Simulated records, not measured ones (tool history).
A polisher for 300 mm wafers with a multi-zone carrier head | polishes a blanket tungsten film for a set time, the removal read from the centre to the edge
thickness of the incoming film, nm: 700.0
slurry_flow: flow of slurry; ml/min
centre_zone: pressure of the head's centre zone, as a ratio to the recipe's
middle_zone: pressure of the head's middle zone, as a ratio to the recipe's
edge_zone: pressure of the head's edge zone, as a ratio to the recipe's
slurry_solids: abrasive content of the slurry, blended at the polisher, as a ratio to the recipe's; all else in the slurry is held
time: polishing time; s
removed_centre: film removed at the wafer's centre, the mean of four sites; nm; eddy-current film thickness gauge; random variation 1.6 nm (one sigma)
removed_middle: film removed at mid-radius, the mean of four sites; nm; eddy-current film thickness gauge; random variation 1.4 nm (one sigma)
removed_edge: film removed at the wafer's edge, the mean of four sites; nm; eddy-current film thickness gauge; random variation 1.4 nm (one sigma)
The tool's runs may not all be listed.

run	hour	slurry_flow	centre_zone	middle_zone	edge_zone	slurry_solids	time	removed_centre	removed_middle	removed_edge
1	0	240	1	1	1	1	36	206.98	211.65	210.71
2	8.6	235	0.97	1	0.98	0.9	35	191.54	203.83	199.13
3	14.6	235	0.97	1	1.04	0.9	35	187.68	206.1	206.52
4	21.7	235	0.97	1	1.04	1.05	35	197.46	210.52	215.92
5	27.7	235	0.97	1	1.07	1.05	35	200.01	209.4	214.28
6	36.2	235	0.97	0.92	1.07	1.05	35	196.97	194.68	217.87
7	41.1	235	0.95	0.93	1.04	0.95	34	182.44	182.01	202.77
8	41.6	230	0.93	0.95	1.01	0.85	33	173.02	177.64	188.73
9	49.2	225	0.91	0.96	1.01	0.8	32	166.82	171.33	179.6
10	53.9	235	0.89	0.98	1.03	0.75	31	152.9	169.69	172.86
11	57	235	0.89	0.98	1.03	0.75	31	153.75	166.83	176.19

The next listed run, before its measurement:
12	64.8	235	0.88	0.99	1.02	0.7	30	?	?	?

{"run 12": {"removed_centre": 143.79, "removed_middle": 166.02, "removed_edge": 166.85}}
